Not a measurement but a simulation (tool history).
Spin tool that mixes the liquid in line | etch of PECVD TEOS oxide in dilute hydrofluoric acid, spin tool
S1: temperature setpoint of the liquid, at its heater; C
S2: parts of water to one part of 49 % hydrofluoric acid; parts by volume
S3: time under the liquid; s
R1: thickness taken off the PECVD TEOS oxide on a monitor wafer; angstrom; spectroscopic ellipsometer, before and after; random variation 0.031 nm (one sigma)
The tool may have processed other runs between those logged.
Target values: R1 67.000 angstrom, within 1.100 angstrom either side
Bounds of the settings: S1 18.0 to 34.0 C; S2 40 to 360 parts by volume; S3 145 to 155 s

{"run": 1, "day": 0.0, "S1": 26.0, "S2": 200, "S3": 145, "R1": 78.047}
{"run": 2, "day": 0.162, "S1": 25.5, "S2": 200, "S3": 145, "R1": 76.486}
{"run": 3, "day": 0.358, "S1": 25.5, "S2": 200, "S3": 155, "R1": 81.477}
{"run": 4, "day": 0.438, "S1": 25.0, "S2": 200, "S3": 155, "R1": 80.224}
{"run": 5, "day": 0.754, "S1": 23.0, "S2": 200, "S3": 155, "R1": 74.527}
{"run": 6, "day": 0.883, "S1": 25.5, "S2": 200, "S3": 155, "R1": 81.617}
{"run": 7, "day": 0.929, "S1": 24.5, "S2": 200, "S3": 155, "R1": 78.08}
{"run": 8, "day": 1.171, "S1": 24.0, "S2": 200, "S3": 155, "R1": 76.718}
{"run": 9, "day": 1.492, "S1": 23.5, "S2": 200, "S3": 155, "R1": 75.909}
{"run": 10, "day": 1.6, "S1": 23.0, "S2": 200, "S3": 155, "R1": 74.918}
{"run": 11, "day": 1.762, "S1": 22.5, "S2": 200, "S3": 155, "R1": 73.464}
{"run": 12, "day": 1.879, "S1": 22.5, "S2": 200, "S3": 155, "R1": 73.223}
{"run": 13, "day": 1.942, "S1": 22.0, "S2": 200, "S3": 155, "R1": 71.55}
{"run": 14, "day": 2.046, "S1": 22.0, "S2": 200, "S3": 155, "R1": 71.527}
{"run": 15, "day": 2.242, "S1": 22.0, "S2": 200, "S3": 155, "R1": 72.027}
{"run": 16, "day": 2.542, "S1": 21.5, "S2": 200, "S3": 155, "R1": 70.203}
{"run": 17, "day": 2.658, "S1": 21.0, "S2": 200, "S3": 155, "R1": 68.789}

Which of these 4 next moves meets every target?
{"run": "A", "day": 2.775, "S1": 19.5, "S2": 185, "S3": 145, "R1": "?"}
{"run": "B", "day": 2.775, "S1": 18.0, "S2": 180, "S3": 145, "R1": "?"}
{"run": "C", "day": 2.775, "S1": 20.5, "S2": 210, "S3": 155, "R1": "?"}
{"run": "D", "day": 2.775, "S1": 21.5, "S2": 195, "S3": 155, "R1": "?"}

move=A R1=66.349
move=B R1=64.579
move=C R1=63.366
move=D R1=71.967
A: hits every target within its allowed miss
B: takes the result that was furthest off past its target
C: takes the result that was furthest off past its target
D: misses by more than the last run did
Go with A: it meets all targets.

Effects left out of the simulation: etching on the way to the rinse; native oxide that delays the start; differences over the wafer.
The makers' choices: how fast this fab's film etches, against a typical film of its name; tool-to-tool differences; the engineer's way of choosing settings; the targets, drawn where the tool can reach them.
